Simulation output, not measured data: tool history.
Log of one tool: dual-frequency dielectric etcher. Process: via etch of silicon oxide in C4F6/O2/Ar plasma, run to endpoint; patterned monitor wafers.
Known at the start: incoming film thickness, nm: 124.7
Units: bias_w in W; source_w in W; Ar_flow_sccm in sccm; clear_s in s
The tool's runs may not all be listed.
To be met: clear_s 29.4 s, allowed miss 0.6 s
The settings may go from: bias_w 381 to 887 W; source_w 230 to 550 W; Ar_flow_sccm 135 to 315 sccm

| run | hour | bias_w | source_w | Ar_flow_sccm | clear_s |
|---|---|---|---|---|---|
| 1 | 0 | 634 | 390 | 225 | 26.358 |
| 2 | 3.7 | 634 | 390 | 196 | 25.828 |
| 3 | 10.3 | 634 | 390 | 181 | 25.632 |
| 4 | 18.2 | 634 | 390 | 147 | 24.847 |
|  | 26 | bias power generator calibrated |
| 5 | 26 | 634 | 440 | 147 | 24.277 |
| 6 | 28.2 | 634 | 440 | 135 | 23.904 |
| 7 | 33.5 | 570 | 420 | 141 | 25.457 |
| 8 | 37.3 | 522 | 410 | 143 | 26.355 |
| 9 | 45.3 | 522 | 410 | 143 | 26.393 |
| 10 | 52.6 | 486 | 400 | 145 | 27.362 |
| 11 | 55.6 | 460 | 400 | 146 | 27.9 |
| 12 | 62.2 | 441 | 400 | 146 | 28.201 |

5 next moves are on the table. One of them brings every result within its allowed miss. Which?
| A | 68.8 | 485 | 390 | 167 | ? |
| B | 68.8 | 445 | 390 | 135 | ? |
| C | 68.8 | 476 | 380 | 145 | ? |
| D | 68.8 | 456 | 430 | 157 | ? |
| E | 68.8 | 399 | 440 | 197 | ? |

| move | clear_s |
|---|---|
| A | 28.103 |
| B | 28.049 |
| C | 27.986 |
| D | 27.454 |
| E | 29.265 |
A: further off than the last run
B: further off than the last run
C: further off than the last run
D: further off than the last run
E: meets every target
Move E is the one to make.
